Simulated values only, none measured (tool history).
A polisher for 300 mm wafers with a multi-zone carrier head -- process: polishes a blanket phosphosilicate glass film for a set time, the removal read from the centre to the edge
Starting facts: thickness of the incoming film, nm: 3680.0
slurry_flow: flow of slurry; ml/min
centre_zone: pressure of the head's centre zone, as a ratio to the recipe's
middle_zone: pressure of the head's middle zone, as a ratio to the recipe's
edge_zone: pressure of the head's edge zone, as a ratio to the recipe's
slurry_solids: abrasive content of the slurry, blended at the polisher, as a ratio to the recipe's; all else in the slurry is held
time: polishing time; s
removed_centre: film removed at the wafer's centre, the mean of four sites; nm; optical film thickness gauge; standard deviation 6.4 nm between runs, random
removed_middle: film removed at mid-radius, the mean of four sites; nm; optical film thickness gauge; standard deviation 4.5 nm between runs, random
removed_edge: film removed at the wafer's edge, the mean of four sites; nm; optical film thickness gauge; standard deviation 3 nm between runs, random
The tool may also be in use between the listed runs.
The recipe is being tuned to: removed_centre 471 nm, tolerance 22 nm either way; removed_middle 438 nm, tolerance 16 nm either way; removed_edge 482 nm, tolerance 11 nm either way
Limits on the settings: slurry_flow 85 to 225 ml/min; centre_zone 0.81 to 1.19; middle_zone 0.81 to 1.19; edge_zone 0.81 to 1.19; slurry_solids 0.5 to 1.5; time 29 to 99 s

run,day,slurry_flow,centre_zone,middle_zone,edge_zone,slurry_solids,time,removed_centre,removed_middle,removed_edge
1,0,145,1,1,1,1,64,595.19,623.24,613.44
2,0.075,145,1,0.96,1,1,64,586.82,598.43,608.37
3,0.162,135,1,0.92,0.97,0.95,64,567.24,548.53,581.23
4,0.504,125,0.99,0.9,0.93,0.9,64,554.03,514.91,550.64
5,0.621,120,0.96,0.89,0.91,0.85,64,505.53,499.95,522.05
6,0.85,120,0.96,0.89,0.91,1,64,549.04,536.86,568.63
7,1.217,120,0.96,0.89,0.91,1,64,539.93,525.77,578.36
8,1.583,115,0.96,0.87,0.89,0.95,64,534.68,504.62,551.74
9,1.85,110,0.95,0.86,0.87,0.9,64,483.39,486.8,530.83
10,1.992,110,0.97,0.85,0.86,0.85,64,496.3,464.24,509.72
11,2.308,105,0.97,0.85,0.85,0.85,64,496.59,452.01,503.63
12,2.333,100,0.97,0.85,0.84,0.85,64,470.89,457.34,493.8

Next run, 5 choices. One meets every target within its allowed miss, the rest don't. Which?
A,2.358,100,0.94,0.81,0.89,0.7,73,?,?,?
B,2.358,85,0.95,1.02,1,0.8,66,?,?,?
C,2.358,125,1.1,0.84,0.86,0.75,64,?,?,?
D,2.358,100,0.97,0.84,0.81,0.65,74,?,?,?
E,2.358,115,0.85,0.82,0.81,0.9,63,?,?,?

move,removed_centre,removed_middle,removed_edge
A,469.29,445.35,514.82
B,431.41,488.63,501.82
C,514.8,446.64,486.96
D,463.64,442.63,483.39
E,460.34,467.78,512.88
A: gets the furthest-off result to its target, but another result is out of tolerance
B: further off than the last run
C: gets the furthest-off result to its target, but another result is out of tolerance
D: all results land within tolerance of their targets
E: further off than the last run
Move D is the one to make.

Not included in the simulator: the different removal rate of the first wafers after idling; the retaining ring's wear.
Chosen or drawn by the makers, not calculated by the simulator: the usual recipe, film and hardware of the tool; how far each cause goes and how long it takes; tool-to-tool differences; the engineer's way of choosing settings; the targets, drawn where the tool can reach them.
